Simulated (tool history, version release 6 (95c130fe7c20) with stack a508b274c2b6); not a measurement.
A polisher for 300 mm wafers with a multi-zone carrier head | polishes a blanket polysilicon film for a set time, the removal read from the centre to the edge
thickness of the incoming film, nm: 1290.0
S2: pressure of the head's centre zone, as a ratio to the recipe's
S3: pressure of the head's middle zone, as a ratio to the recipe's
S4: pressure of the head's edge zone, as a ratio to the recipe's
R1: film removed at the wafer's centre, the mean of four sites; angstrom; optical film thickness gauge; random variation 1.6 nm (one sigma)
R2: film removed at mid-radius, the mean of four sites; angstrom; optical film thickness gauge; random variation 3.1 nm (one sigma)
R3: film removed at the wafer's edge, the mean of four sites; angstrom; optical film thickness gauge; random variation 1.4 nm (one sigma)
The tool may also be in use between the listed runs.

run 1 hour=0.0 | flow_of_slurry_(ml/min)=255 S2=1.00 S3=1.00 S4=1.00 polishing_time_(s)=50 | R1=3149.8 R2=3101.1 R3=3091.6
run 2 hour=1.0 | flow_of_slurry_(ml/min)=255 S2=1.00 S3=1.04 S4=1.00 polishing_time_(s)=50 | R1=3162.1 R2=3132.8 R3=3081.5
run 3 hour=5.9 | flow_of_slurry_(ml/min)=255 S2=0.94 S3=1.04 S4=1.00 polishing_time_(s)=50 | R1=2979.6 R2=3241.1 R3=3091.9
run 4 hour=14.9 | flow_of_slurry_(ml/min)=255 S2=0.94 S3=1.04 S4=1.04 polishing_time_(s)=50 | R1=3012.7 R2=3272.8 R3=3149.9
run 5 hour=19.3 | flow_of_slurry_(ml/min)=255 S2=0.94 S3=1.04 S4=1.09 polishing_time_(s)=50 | R1=2958.4 R2=3163.7 R3=3221.0
run 6 hour=20.5 | flow_of_slurry_(ml/min)=195 S2=0.94 S3=1.04 S4=1.09 polishing_time_(s)=50 | R1=2846.4 R2=3055.6 R3=3133.9
run 7 hour=26.6 | flow_of_slurry_(ml/min)=195 S2=0.94 S3=1.02 S4=1.05 polishing_time_(s)=46 | R1=2605.3 R2=2797.5 R3=2793.0
run 8 hour=32.0 | flow_of_slurry_(ml/min)=190 S2=0.90 S3=0.92 S4=0.95 polishing_time_(s)=39 | R1=2097.3 R2=2142.6 R3=2277.1
run 9 hour=38.5 | flow_of_slurry_(ml/min)=190 S2=0.91 S3=0.93 S4=0.93 polishing_time_(s)=39 | R1=2120.3 R2=2173.8 R3=2268.0

The next listed run, before its measurement:
run 10 hour=45.9 | flow_of_slurry_(ml/min)=190 S2=0.92 S3=0.94 S4=0.91 polishing_time_(s)=39 | R1=? R2=? R3=?

Run 10 gave R1 2156.6 angstrom, R2 2196.3 angstrom, R3 2251.1 angstrom.

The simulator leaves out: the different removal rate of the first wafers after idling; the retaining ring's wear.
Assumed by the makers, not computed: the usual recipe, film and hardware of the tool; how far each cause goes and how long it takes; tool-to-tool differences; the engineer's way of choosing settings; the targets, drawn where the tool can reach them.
